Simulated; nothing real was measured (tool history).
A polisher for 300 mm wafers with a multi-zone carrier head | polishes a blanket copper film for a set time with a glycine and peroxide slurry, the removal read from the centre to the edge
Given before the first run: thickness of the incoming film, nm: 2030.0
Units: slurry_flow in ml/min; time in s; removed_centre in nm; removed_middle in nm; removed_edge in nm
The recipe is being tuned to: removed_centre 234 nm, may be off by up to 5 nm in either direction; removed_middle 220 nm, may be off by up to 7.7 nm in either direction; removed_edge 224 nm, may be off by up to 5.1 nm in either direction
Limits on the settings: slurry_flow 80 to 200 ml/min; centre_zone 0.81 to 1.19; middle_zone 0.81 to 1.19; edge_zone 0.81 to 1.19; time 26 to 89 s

run,hour,slurry_flow,centre_zone,middle_zone,edge_zone,time,removed_centre,removed_middle,removed_edge
1,0,130,1,1,1,57,163.45,165.43,165.08
2,2.7,130,1,0.92,1,57,163.27,151.18,163.32
3,8,145,1.04,0.96,1.06,60,182.72,171.04,179.46
4,13.1,145,1.04,0.96,1.06,66,201.62,185.92,200.01
5,14.6,145,1.04,0.96,1,66,202.89,186.46,193.78
6,18,145,1.04,0.96,1,61,186.83,173.33,179.33
7,24.2,155,1.06,0.98,1.05,63,196.89,187.89,191.4
8,27.1,165,1.09,0.99,1.09,65,209.78,193.21,201.5
9,30.8,175,1.11,1.01,1.11,66,221.14,198.38,206.63
10,37.3,180,1.11,1.03,1.13,67,226.24,207.94,213.89
11,45.3,185,1.11,1.04,1.14,67,226.68,209.89,216.03

Of the 5 settings listed for the next run, only one would bring every result within its allowed miss of target. Which one?
A,53.3,175,1.08,1.02,1.1,72,?,?,?
B,53.3,190,1.17,1.07,1.08,65,?,?,?
C,53.3,135,1.1,1.1,1.1,68,?,?,?
D,53.3,200,1.1,0.97,1.14,64,?,?,?
E,53.3,180,0.99,0.93,1.19,70,?,?,?

move,removed_centre,removed_middle,removed_edge
A,235.4,222.99,227.32
B,231.57,212.31,205.15
C,214.07,213.89,207.09
D,217.54,193.94,209.07
E,212.97,201.62,231.2
A: each result inside its tolerance
B: further off than the last run
C: further off than the last run
D: further off than the last run
E: the result that was furthest off in the last run now lies on the other side of its target
So the answer is move A, the one that meets all the targets.
